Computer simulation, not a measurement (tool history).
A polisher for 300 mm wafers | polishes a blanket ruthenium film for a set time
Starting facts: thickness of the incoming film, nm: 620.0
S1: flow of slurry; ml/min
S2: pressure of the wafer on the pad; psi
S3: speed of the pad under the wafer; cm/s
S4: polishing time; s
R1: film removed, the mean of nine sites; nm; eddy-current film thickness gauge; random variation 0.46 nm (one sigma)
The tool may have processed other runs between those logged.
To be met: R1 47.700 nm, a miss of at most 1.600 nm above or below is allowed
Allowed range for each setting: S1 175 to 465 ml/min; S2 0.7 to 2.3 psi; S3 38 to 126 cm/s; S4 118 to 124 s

run	hour	S1	S2	S3	S4	R1
1	0.0	295	1.5	82	118	74.846
2	2.7	295	1.7	82	118	84.033
3	10.2	295	1.6	82	118	79.386
4	16.9	270	1.6	82	118	79.409
5	21.6	270	1.5	82	118	74.507
6	27.1	220	1.5	82	118	73.627
7	32.7	220	1.4	82	118	68.424
8	40.0	220	1.3	82	118	62.449
9	44.8	220	0.9	82	118	44.962
10	52.1	220	1.0	82	118	49.498

Which single option among these 4 for the next run brings every result within its allowed miss of target? Just one does.
A	59.4	275	1.0	80	123	?
B	59.4	315	1.0	76	118	?
C	59.4	220	0.9	94	120	?
D	59.4	225	1.0	82	124	?

move	R1
A	51.569
B	47.709
C	51.791
D	52.185
A: its largest miss is bigger than the last run's
B: meets every target
C: its largest miss is bigger than the last run's
D: its largest miss is bigger than the last run's
So the answer is move B, the one that meets all the targets.
